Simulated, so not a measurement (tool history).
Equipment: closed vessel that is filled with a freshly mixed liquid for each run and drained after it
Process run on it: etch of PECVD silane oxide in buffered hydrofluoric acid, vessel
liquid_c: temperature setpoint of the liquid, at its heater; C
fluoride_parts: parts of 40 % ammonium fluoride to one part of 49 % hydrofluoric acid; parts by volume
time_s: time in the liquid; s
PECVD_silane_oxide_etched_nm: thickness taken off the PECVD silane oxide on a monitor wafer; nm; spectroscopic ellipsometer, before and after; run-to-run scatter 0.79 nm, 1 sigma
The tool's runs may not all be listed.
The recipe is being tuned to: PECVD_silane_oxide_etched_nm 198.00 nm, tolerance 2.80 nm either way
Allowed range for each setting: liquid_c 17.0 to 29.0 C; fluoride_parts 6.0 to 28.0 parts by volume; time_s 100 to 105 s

run  hour  liquid_c  fluoride_parts  time_s  PECVD_silane_oxide_etched_nm
  1   0.0      21.0            17.0     100                        254.02
  2   8.5      20.5            17.0     100                        248.46
  3  13.0      24.0            17.0     100                        301.79
  4  16.9      24.0            20.5     100                        250.18
  5  21.7      23.5            20.5     100                        244.73
  6  29.0      23.5            20.5     105                        257.73
  7  34.5      19.5            20.5     105                        205.87
  8  41.4      18.5            20.5     105                        193.66

Exercise: of the 4 proposed moves below, exactly one satisfies all targets within the stated allowed misses. Which move is it?
  A  48.3      17.5            18.5     100                             ?
  B  48.3      19.0            19.5     100                             ?
  C  48.3      18.0            19.5     100                             ?
  D  48.3      18.0            20.0     105                             ?

move  PECVD_silane_oxide_etched_nm
   A                        192.18
   B                        198.65
   C                        187.70
   D                        192.21
A: moves away from the targets compared with the last run
B: hits every target within its allowed miss
C: moves away from the targets compared with the last run
D: moves away from the targets compared with the last run
The right move is B.
